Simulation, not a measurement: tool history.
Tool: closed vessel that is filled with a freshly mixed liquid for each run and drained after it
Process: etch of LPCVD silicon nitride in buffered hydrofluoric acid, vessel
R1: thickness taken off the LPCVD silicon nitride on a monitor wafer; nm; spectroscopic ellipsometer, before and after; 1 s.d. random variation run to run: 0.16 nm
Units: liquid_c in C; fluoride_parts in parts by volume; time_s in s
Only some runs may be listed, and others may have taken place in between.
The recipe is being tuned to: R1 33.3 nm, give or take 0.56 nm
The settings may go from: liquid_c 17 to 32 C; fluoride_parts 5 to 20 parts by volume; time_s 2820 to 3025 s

Run 1, hour 0: liquid_c 24 C, fluoride_parts 12 parts by volume, time_s 2820 s. Result: R1 39.772 nm.
Run 2, hour 8.3: liquid_c 23.5 C, fluoride_parts 12 parts by volume, time_s 2820 s. Result: R1 38.512 nm.
Run 3, hour 10.8: liquid_c 23 C, fluoride_parts 12 parts by volume, time_s 2820 s. Result: R1 37.838 nm.
Run 4, hour 16.6: liquid_c 26.5 C, fluoride_parts 12 parts by volume, time_s 2820 s. Result: R1 45.736 nm.
Run 5, hour 23.3: liquid_c 25.5 C, fluoride_parts 12 parts by volume, time_s 2820 s. Result: R1 43.204 nm.
Run 6, hour 26.9: liquid_c 25.5 C, fluoride_parts 12 parts by volume, time_s 2820 s. Result: R1 43.133 nm.
Run 7, hour 32.1: liquid_c 21.5 C, fluoride_parts 12 parts by volume, time_s 2820 s. Result: R1 34.54 nm.
At hour 40.7: hydrofluoric acid flow meter replaced.
Run 8, hour 40.7: liquid_c 21 C, fluoride_parts 12 parts by volume, time_s 2820 s. Result: R1 30.98 nm.
Run 9, hour 50.6: liquid_c 21.5 C, fluoride_parts 12 parts by volume, time_s 2820 s. Result: R1 31.842 nm.

Next run, 4 choices. One meets every target within its allowed miss, the rest don't. Which?
Run A, hour 60.5: liquid_c 22.5 C, fluoride_parts 14.5 parts by volume, time_s 3010 s. Result: R1 ?.
Run B, hour 60.5: liquid_c 21.5 C, fluoride_parts 11.5 parts by volume, time_s 2910 s. Result: R1 ?.
Run C, hour 60.5: liquid_c 25.5 C, fluoride_parts 15.5 parts by volume, time_s 3015 s. Result: R1 ?.
Run D, hour 60.5: liquid_c 23 C, fluoride_parts 12 parts by volume, time_s 2820 s. Result: R1 ?.

move      R1
   A  29.978
   B  34.414
   C  33.131
   D  34.752
A: the biggest miss grows against the last run
B: the result that was furthest off in the last run now lies on the other side of its target
C: every result within its allowed miss
D: the result that was furthest off in the last run now lies on the other side of its target
So the answer is move C, the one that meets all the targets.
